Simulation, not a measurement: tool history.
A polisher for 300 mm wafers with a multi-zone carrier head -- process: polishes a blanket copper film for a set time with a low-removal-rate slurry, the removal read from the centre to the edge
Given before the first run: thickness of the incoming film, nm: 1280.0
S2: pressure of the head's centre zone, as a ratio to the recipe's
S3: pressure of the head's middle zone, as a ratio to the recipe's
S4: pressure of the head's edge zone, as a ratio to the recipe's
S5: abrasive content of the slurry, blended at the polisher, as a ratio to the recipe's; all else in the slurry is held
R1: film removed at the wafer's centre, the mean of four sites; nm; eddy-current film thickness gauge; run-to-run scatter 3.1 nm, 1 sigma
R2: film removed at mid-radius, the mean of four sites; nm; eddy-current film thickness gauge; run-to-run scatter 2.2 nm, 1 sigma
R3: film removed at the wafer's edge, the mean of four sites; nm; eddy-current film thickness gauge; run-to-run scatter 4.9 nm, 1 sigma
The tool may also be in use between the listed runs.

{"run": 1, "hour": 0.0, "flow of slurry (ml/min)": 295, "S2": 1, "S3": 1, "S4": 1, "S5": 1, "polishing time (s)": 69, "R1": 253.49, "R2": 254.01, "R3": 258.37}
{"run": 2, "hour": 1.8, "flow of slurry (ml/min)": 295, "S2": 1, "S3": 1, "S4": 1, "S5": 1, "polishing time (s)": 82, "R1": 299.41, "R2": 304.09, "R3": 299.22}
{"run": 3, "hour": 9.3, "flow of slurry (ml/min)": 295, "S2": 1, "S3": 1.07, "S4": 1, "S5": 1, "polishing time (s)": 82, "R1": 299.93, "R2": 319.01, "R3": 301.03}
{"run": 4, "hour": 15.8, "flow of slurry (ml/min)": 295, "S2": 1, "S3": 1.07, "S4": 0.94, "S5": 1, "polishing time (s)": 82, "R1": 296.28, "R2": 313.88, "R3": 290.12}
{"run": 5, "hour": 21.7, "flow of slurry (ml/min)": 295, "S2": 1, "S3": 1.07, "S4": 0.94, "S5": 1, "polishing time (s)": 76, "R1": 273.49, "R2": 294.34, "R3": 266.36}
{"run": 6, "hour": 29.3, "flow of slurry (ml/min)": 295, "S2": 1, "S3": 1.07, "S4": 0.94, "S5": 1, "polishing time (s)": 93, "R1": 342.3, "R2": 359.97, "R3": 328.24}
{"run": 7, "hour": 30.8, "flow of slurry (ml/min)": 290, "S2": 1.04, "S3": 0.98, "S4": 1, "S5": 1, "polishing time (s)": 93, "R1": 351.98, "R2": 332.28, "R3": 335.13}

What does the tool deliver on the next run?
{"run": 8, "hour": 34.8, "flow of slurry (ml/min)": 290, "S2": 1.04, "S3": 0.98, "S4": 1, "S5": 1, "polishing time (s)": 93, "R1": "?", "R2": "?", "R3": "?"}

R1: 352.62 nm
R2: 340.15 nm
R3: 341.84 nm
